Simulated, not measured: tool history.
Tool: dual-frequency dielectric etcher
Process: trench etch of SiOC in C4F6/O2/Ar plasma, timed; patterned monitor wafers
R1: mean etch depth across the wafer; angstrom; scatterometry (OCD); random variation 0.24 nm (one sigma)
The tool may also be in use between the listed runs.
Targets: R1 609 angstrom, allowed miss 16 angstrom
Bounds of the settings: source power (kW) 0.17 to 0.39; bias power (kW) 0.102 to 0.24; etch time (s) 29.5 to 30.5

run 1 day=0 | source_power_(kW)=0.28 bias_power_(kW)=0.171 etch_time_(s)=29.5 | R1=544.76
run 2 day=0.046 | source_power_(kW)=0.28 bias_power_(kW)=0.188 etch_time_(s)=29.5 | R1=568
run 3 day=0.146 | source_power_(kW)=0.28 bias_power_(kW)=0.188 etch_time_(s)=30.5 | R1=589.45
run 4 day=0.4 | source_power_(kW)=0.28 bias_power_(kW)=0.188 etch_time_(s)=29.5 | R1=568.14
run 5 day=0.554 | source_power_(kW)=0.29 bias_power_(kW)=0.189 etch_time_(s)=29.5 | R1=575.84
run 6 day=0.7 | source_power_(kW)=0.25 bias_power_(kW)=0.189 etch_time_(s)=29.5 | R1=552.34
run 7 day=0.821 | source_power_(kW)=0.26 bias_power_(kW)=0.192 etch_time_(s)=29.5 | R1=559.34
run 8 day=1.075 | source_power_(kW)=0.27 bias_power_(kW)=0.194 etch_time_(s)=29.5 | R1=568.01

5 next moves are on the table. One of them brings every result within its allowed miss. Which?
run A day=1.329 | source_power_(kW)=0.21 bias_power_(kW)=0.199 etch_time_(s)=29.5 | R1=?
run B day=1.329 | source_power_(kW)=0.26 bias_power_(kW)=0.191 etch_time_(s)=29.5 | R1=?
run C day=1.329 | source_power_(kW)=0.26 bias_power_(kW)=0.192 etch_time_(s)=30.5 | R1=?
run D day=1.329 | source_power_(kW)=0.29 bias_power_(kW)=0.196 etch_time_(s)=30.5 | R1=?
run E day=1.329 | source_power_(kW)=0.24 bias_power_(kW)=0.167 etch_time_(s)=30.5 | R1=?

move=A R1=535.07
move=B R1=560.96
move=C R1=581.36
move=D R1=607.64
move=E R1=531.61
A: further off than the last run
B: further off than the last run
C: nearer than the last run, and not there yet
D: meets every target
E: further off than the last run
The right move is D.
